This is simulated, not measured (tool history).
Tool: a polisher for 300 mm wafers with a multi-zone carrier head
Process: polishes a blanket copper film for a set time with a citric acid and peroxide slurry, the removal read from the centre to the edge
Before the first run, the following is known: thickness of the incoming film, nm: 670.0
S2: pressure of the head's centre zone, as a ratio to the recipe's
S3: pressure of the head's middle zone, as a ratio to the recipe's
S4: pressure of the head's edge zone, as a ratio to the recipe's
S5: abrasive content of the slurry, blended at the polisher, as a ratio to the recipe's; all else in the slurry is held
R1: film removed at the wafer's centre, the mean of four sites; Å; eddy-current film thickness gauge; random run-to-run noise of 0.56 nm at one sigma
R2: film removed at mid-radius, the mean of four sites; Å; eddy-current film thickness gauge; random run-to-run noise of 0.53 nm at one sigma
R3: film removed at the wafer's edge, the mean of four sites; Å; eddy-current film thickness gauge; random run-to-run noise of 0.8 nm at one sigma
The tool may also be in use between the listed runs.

Run 1, day 0.000: flow of slurry (ml/min) 245, S2 1.00, S3 1.00, S4 1.00, S5 1.00, polishing time (s) 65. Result: R1 1084.60 Å, R2 1013.20 Å, R3 1005.10 Å.
Run 2, day 0.088: flow of slurry (ml/min) 240, S2 0.98, S3 0.99, S4 0.98, S5 0.95, polishing time (s) 61. Result: R1 1004.30 Å, R2 925.29 Å, R3 926.24 Å.
Run 3, day 0.208: flow of slurry (ml/min) 240, S2 0.98, S3 0.99, S4 0.98, S5 1.10, polishing time (s) 61. Result: R1 1022.10 Å, R2 970.05 Å, R3 979.18 Å.
Run 4, day 0.229: flow of slurry (ml/min) 235, S2 0.96, S3 1.00, S4 0.98, S5 1.05, polishing time (s) 57. Result: R1 921.96 Å, R2 889.77 Å, R3 887.86 Å.
Run 5, day 0.458: flow of slurry (ml/min) 290, S2 0.96, S3 1.00, S4 0.98, S5 1.05, polishing time (s) 57. Result: R1 955.34 Å, R2 923.85 Å, R3 891.79 Å.
At day 0.658: centre zone pressure recalibrated.
Run 6, day 0.658: flow of slurry (ml/min) 290, S2 0.96, S3 1.00, S4 0.98, S5 1.05, polishing time (s) 63. Result: R1 939.79 Å, R2 1004.90 Å, R3 1008.10 Å.
Run 7, day 0.929: flow of slurry (ml/min) 300, S2 0.94, S3 0.99, S4 0.97, S5 1.00, polishing time (s) 59. Result: R1 862.90 Å, R2 931.00 Å, R3 920.90 Å.

What does the tool deliver on the next run?
Run 8, day 0.996: flow of slurry (ml/min) 295, S2 0.93, S3 0.98, S4 0.96, S5 0.95, polishing time (s) 56. Result: R1 ?, R2 ?, R3 ?.

{"run 8": {"R1": 776.98, "R2": 865.9, "R3": 864.92}}

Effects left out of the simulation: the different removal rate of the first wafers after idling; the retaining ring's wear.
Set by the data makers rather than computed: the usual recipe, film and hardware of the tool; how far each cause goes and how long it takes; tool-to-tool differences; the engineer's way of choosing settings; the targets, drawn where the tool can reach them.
